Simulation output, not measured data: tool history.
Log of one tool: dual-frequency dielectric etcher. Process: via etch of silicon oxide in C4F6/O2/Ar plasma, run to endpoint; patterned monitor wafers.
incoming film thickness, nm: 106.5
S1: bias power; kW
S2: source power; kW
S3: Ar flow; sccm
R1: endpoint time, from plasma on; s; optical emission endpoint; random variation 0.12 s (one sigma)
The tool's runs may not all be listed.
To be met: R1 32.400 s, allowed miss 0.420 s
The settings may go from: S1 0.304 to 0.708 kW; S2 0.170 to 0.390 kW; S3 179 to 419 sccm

| run | day | S1 | S2 | S3 | R1 |
|---|---|---|---|---|---|
| 1 | 0.000 | 0.506 | 0.280 | 299 | 26.067 |
| 2 | 0.346 | 0.506 | 0.310 | 299 | 24.893 |
| 3 | 0.542 | 0.506 | 0.310 | 330 | 25.287 |
| 4 | 0.817 | 0.506 | 0.310 | 282 | 24.690 |
| 5 | 1.112 | 0.552 | 0.310 | 282 | 23.969 |
| 6 | 1.392 | 0.552 | 0.310 | 249 | 23.623 |
| 7 | 1.650 | 0.483 | 0.280 | 255 | 25.852 |
| 8 | 1.883 | 0.434 | 0.260 | 259 | 27.851 |
| 9 | 2.104 | 0.397 | 0.250 | 261 | 29.055 |
| 10 | 2.271 | 0.371 | 0.240 | 262 | 30.286 |
| 11 | 2.638 | 0.304 | 0.230 | 264 | 32.753 |

Which of these 4 next moves meets every target?
| A | 3.004 | 0.309 | 0.220 | 275 | ? |
| B | 3.004 | 0.328 | 0.220 | 296 | ? |
| C | 3.004 | 0.304 | 0.230 | 242 | ? |
| D | 3.004 | 0.336 | 0.200 | 216 | ? |

| move | R1 |
|---|---|
| A | 33.655 |
| B | 33.414 |
| C | 32.501 |
| D | 33.503 |
A: further off than the last run
B: further off than the last run
C: meets every target
D: further off than the last run
Move C is the one to make.
